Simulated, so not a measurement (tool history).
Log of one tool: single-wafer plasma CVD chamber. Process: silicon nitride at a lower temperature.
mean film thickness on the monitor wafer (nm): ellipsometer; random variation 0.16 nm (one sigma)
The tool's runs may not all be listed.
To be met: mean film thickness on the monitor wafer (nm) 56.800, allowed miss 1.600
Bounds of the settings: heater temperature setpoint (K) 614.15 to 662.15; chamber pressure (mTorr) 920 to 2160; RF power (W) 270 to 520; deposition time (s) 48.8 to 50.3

| run | hour | heater temperature setpoint (K) | chamber pressure (mTorr) | RF power (W) | deposition time (s) | mean film thickness on the monitor wafer (nm) |
|---|---|---|---|---|---|---|
| 1 | 0.0 | 638.15 | 1540 | 395 | 48.8 | 68.074 |
| 2 | 2.0 | 638.15 | 1490 | 385 | 48.8 | 65.709 |
| 3 | 4.3 | 638.15 | 1440 | 380 | 48.8 | 64.635 |
| 4 | 10.1 | 630.15 | 1440 | 380 | 48.8 | 64.566 |
| 5 | 14.4 | 630.15 | 1400 | 375 | 48.8 | 63.337 |
| 6 | 19.3 | 630.15 | 1360 | 370 | 48.8 | 61.699 |
| 7 | 28.0 | 630.15 | 1330 | 370 | 48.8 | 61.427 |
| 8 | 36.1 | 630.15 | 1300 | 370 | 48.8 | 60.502 |
| 9 | 41.4 | 630.15 | 1280 | 370 | 48.8 | 60.022 |
| 10 | 43.6 | 630.15 | 1260 | 370 | 48.8 | 59.749 |
| 11 | 47.4 | 630.15 | 1240 | 370 | 48.8 | 59.065 |
| 12 | 53.7 | 630.15 | 1230 | 370 | 48.8 | 58.853 |
| 13 | 60.1 | 630.15 | 1220 | 370 | 48.8 | 58.732 |

5 next moves are on the table. One of them brings every result within its allowed miss. Which?
| A | 66.5 | 642.15 | 1050 | 390 | 50.3 | ? |
| B | 66.5 | 632.15 | 1300 | 360 | 50.3 | ? |
| C | 66.5 | 627.15 | 1080 | 440 | 49.1 | ? |
| D | 66.5 | 634.15 | 1320 | 390 | 48.8 | ? |
| E | 66.5 | 637.15 | 1200 | 390 | 50.3 | ? |

| move | mean film thickness on the monitor wafer (nm) |
|---|---|
| A | 56.382 |
| B | 61.088 |
| C | 60.257 |
| D | 62.504 |
| E | 61.277 |
A: meets every target
B: further off than the last run
C: further off than the last run
D: further off than the last run
E: further off than the last run
The right move is A.
